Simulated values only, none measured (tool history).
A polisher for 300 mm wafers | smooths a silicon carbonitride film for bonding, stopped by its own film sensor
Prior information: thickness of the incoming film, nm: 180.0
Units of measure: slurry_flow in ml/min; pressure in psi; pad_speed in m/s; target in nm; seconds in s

Run 1, hour 0: slurry_flow 270 ml/min, pressure 1.8 psi, pad_speed 1.14 m/s, slurry_solids 1, target 166 nm. Result: seconds 64.912 s.
Run 2, hour 4.3: slurry_flow 270 ml/min, pressure 1.9 psi, pad_speed 1.14 m/s, slurry_solids 1, target 166 nm. Result: seconds 61.619 s.
Run 3, hour 9.7: slurry_flow 270 ml/min, pressure 2 psi, pad_speed 1.14 m/s, slurry_solids 1, target 166 nm. Result: seconds 61.745 s.
Run 4, hour 13: slurry_flow 270 ml/min, pressure 2 psi, pad_speed 1.14 m/s, slurry_solids 1, target 166 nm. Result: seconds 60.681 s.
Run 5, hour 17.2: slurry_flow 270 ml/min, pressure 2.1 psi, pad_speed 1.16 m/s, slurry_solids 1, target 166 nm. Result: seconds 57.821 s.
Run 6, hour 19.4: slurry_flow 270 ml/min, pressure 1.8 psi, pad_speed 1.16 m/s, slurry_solids 1, target 166 nm. Result: seconds 65.317 s.
Run 7, hour 21.5: slurry_flow 270 ml/min, pressure 1.8 psi, pad_speed 1.16 m/s, slurry_solids 1, target 166 nm. Result: seconds 64.661 s.
Run 8, hour 28.1: slurry_flow 270 ml/min, pressure 1.9 psi, pad_speed 1.18 m/s, slurry_solids 1, target 166 nm. Result: seconds 61.336 s.
Run 9, hour 33.6: slurry_flow 270 ml/min, pressure 2 psi, pad_speed 1.2 m/s, slurry_solids 1, target 166 nm. Result: seconds 58.602 s.
Run 10, hour 38.4: slurry_flow 270 ml/min, pressure 2.1 psi, pad_speed 1.22 m/s, slurry_solids 1, target 166 nm. Result: seconds 54.589 s.
Run 11, hour 44.2: slurry_flow 270 ml/min, pressure 2.2 psi, pad_speed 1.22 m/s, slurry_solids 1, target 166 nm. Result: seconds 52.706 s.
Run 12, hour 51: slurry_flow 270 ml/min, pressure 2.3 psi, pad_speed 1.22 m/s, slurry_solids 1, target 166 nm. Result: seconds 50.918 s.
Run 13, hour 53.8: slurry_flow 270 ml/min, pressure 2.8 psi, pad_speed 1.24 m/s, slurry_solids 1, target 166 nm. Result: seconds 43.429 s.

What does the tool deliver on the next run?
Run 14, hour 55.2: slurry_flow 270 ml/min, pressure 2.8 psi, pad_speed 1.26 m/s, slurry_solids 1, target 166 nm. Result: seconds ?.

Run 14 yielded seconds 41.23 s.

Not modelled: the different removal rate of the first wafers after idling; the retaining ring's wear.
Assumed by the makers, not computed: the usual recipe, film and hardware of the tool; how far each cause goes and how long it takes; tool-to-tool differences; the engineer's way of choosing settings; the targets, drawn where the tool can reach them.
